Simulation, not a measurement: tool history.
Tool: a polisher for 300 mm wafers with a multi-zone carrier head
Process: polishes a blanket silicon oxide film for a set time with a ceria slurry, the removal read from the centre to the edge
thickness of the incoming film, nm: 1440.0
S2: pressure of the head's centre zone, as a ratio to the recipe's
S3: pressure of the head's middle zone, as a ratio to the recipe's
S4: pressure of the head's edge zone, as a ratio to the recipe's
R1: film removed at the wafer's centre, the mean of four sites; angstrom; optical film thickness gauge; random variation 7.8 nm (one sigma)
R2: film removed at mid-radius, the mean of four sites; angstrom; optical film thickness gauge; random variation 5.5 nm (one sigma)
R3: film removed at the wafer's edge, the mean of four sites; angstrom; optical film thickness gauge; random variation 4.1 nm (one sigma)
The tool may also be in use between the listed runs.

Run 1, hour 0.0: flow of slurry (ml/min) 125, S2 1.00, S3 1.00, S4 1.00, polishing time (s) 50. Result: R1 3277.0 angstrom, R2 3590.9 angstrom, R3 3619.9 angstrom.
Run 2, hour 3.5: flow of slurry (ml/min) 125, S2 1.00, S3 1.00, S4 1.00, polishing time (s) 58. Result: R1 3806.1 angstrom, R2 4150.1 angstrom, R3 4276.4 angstrom.
Run 3, hour 10.1: flow of slurry (ml/min) 125, S2 1.00, S3 1.00, S4 1.00, polishing time (s) 49. Result: R1 3211.1 angstrom, R2 3566.4 angstrom, R3 3555.4 angstrom.
Run 4, hour 12.0: flow of slurry (ml/min) 125, S2 1.00, S3 1.00, S4 1.00, polishing time (s) 56. Result: R1 3655.7 angstrom, R2 4053.6 angstrom, R3 4024.6 angstrom.
Run 5, hour 12.8: flow of slurry (ml/min) 125, S2 1.00, S3 0.93, S4 1.00, polishing time (s) 56. Result: R1 3629.2 angstrom, R2 3852.0 angstrom, R3 4068.6 angstrom.
Run 6, hour 14.9: flow of slurry (ml/min) 125, S2 1.00, S3 0.93, S4 1.06, polishing time (s) 56. Result: R1 3659.2 angstrom, R2 3860.8 angstrom, R3 4168.8 angstrom.
Run 7, hour 19.5: flow of slurry (ml/min) 130, S2 1.02, S3 0.94, S4 1.07, polishing time (s) 57. Result: R1 3774.8 angstrom, R2 3980.9 angstrom, R3 4317.9 angstrom.
Run 8, hour 20.9: flow of slurry (ml/min) 135, S2 1.04, S3 0.94, S4 1.06, polishing time (s) 58. Result: R1 4002.5 angstrom, R2 4064.6 angstrom, R3 4390.0 angstrom.
Run 9, hour 26.5: flow of slurry (ml/min) 140, S2 1.06, S3 0.95, S4 1.06, polishing time (s) 59. Result: R1 4305.6 angstrom, R2 4264.7 angstrom, R3 4503.1 angstrom.
Run 10, hour 29.2: flow of slurry (ml/min) 145, S2 1.07, S3 0.95, S4 1.07, polishing time (s) 59. Result: R1 4248.4 angstrom, R2 4186.2 angstrom, R3 4559.5 angstrom.
Run 11, hour 34.1: flow of slurry (ml/min) 150, S2 1.09, S3 0.96, S4 1.07, polishing time (s) 60. Result: R1 4452.6 angstrom, R2 4309.5 angstrom, R3 4593.5 angstrom.
Run 12, hour 41.8: flow of slurry (ml/min) 155, S2 1.10, S3 0.97, S4 1.07, polishing time (s) 61. Result: R1 4696.2 angstrom, R2 4511.8 angstrom, R3 4734.4 angstrom.

Run 13 comes next. What will it give?
Run 13, hour 42.5: flow of slurry (ml/min) 160, S2 1.11, S3 0.97, S4 1.07, polishing time (s) 61. Result: R1 ?, R2 ?, R3 ?.

R1: 4623.5 angstrom
R2: 4494.0 angstrom
R3: 4761.0 angstrom

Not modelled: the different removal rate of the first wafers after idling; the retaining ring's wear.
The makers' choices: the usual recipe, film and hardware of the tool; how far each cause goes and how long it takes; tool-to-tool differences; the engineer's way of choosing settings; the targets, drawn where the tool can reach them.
